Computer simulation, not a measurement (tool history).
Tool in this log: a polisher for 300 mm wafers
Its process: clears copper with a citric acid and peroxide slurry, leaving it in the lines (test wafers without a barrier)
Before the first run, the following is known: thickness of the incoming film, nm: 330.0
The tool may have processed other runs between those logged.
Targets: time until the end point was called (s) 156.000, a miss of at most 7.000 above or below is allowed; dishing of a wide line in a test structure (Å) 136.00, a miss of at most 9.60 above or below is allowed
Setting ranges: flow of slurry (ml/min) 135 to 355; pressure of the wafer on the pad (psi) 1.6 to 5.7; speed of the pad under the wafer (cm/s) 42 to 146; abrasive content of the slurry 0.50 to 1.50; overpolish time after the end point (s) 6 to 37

| run | hour | flow of slurry (ml/min) | pressure of the wafer on the pad (psi) | speed of the pad under the wafer (cm/s) | abrasive content of the slurry | overpolish time after the end point (s) | time until the end point was called (s) | dishing of a wide line in a test structure (Å) |
|---|---|---|---|---|---|---|---|---|
| 1 | 0.0 | 225 | 3.6 | 94 | 1.00 | 19 | 109.290 | 362.91 |
| 2 | 5.3 | 225 | 3.6 | 94 | 1.10 | 19 | 109.620 | 360.22 |
| 3 | 13.8 | 225 | 3.6 | 94 | 1.10 | 12 | 105.970 | 242.74 |
| 4 | 21.1 | 225 | 3.3 | 94 | 1.10 | 11 | 113.070 | 221.95 |
| 5 | 25.5 | 225 | 4.0 | 94 | 1.10 | 11 | 97.855 | 248.98 |
| 6 | 30.7 | 225 | 3.6 | 94 | 1.10 | 10 | 107.750 | 210.33 |
| 7 | 32.6 | 225 | 3.3 | 94 | 1.10 | 10 | 112.110 | 200.94 |
| 8 | 36.1 | 225 | 3.0 | 94 | 1.10 | 10 | 120.260 | 186.38 |
| 9 | 39.0 | 225 | 2.7 | 94 | 1.10 | 10 | 125.990 | 178.32 |
| 10 | 46.5 | 225 | 2.7 | 94 | 1.10 | 10 | 129.750 | 180.84 |
| 11 | 53.4 | 225 | 2.5 | 94 | 1.10 | 10 | 133.960 | 170.60 |
| 12 | 54.5 | 225 | 2.3 | 94 | 1.10 | 10 | 143.000 | 163.02 |
| 13 | 56.2 | 225 | 2.2 | 94 | 1.10 | 10 | 145.710 | 156.97 |
| 14 | 64.1 | 225 | 2.1 | 94 | 1.10 | 10 | 146.310 | 160.34 |

Exercise: of the 4 proposed moves below, exactly one satisfies all targets within the stated allowed misses. Which move is it?
| A | 72.0 | 160 | 1.8 | 90 | 1.20 | 10 | ? | ? |
| B | 72.0 | 205 | 2.0 | 90 | 1.20 | 15 | ? | ? |
| C | 72.0 | 235 | 2.4 | 76 | 1.15 | 9 | ? | ? |
| D | 72.0 | 245 | 1.9 | 100 | 1.05 | 14 | ? | ? |

| move | time until the end point was called (s) | dishing of a wide line in a test structure (Å) |
|---|---|---|
| A | 170.760 | 137.72 |
| B | 155.110 | 216.57 |
| C | 154.450 | 137.62 |
| D | 148.840 | 211.11 |
A: brings the result that was furthest off to its target, and leaves another outside
B: further off than the last run
C: in spec on every target
D: further off than the last run
Answer: C

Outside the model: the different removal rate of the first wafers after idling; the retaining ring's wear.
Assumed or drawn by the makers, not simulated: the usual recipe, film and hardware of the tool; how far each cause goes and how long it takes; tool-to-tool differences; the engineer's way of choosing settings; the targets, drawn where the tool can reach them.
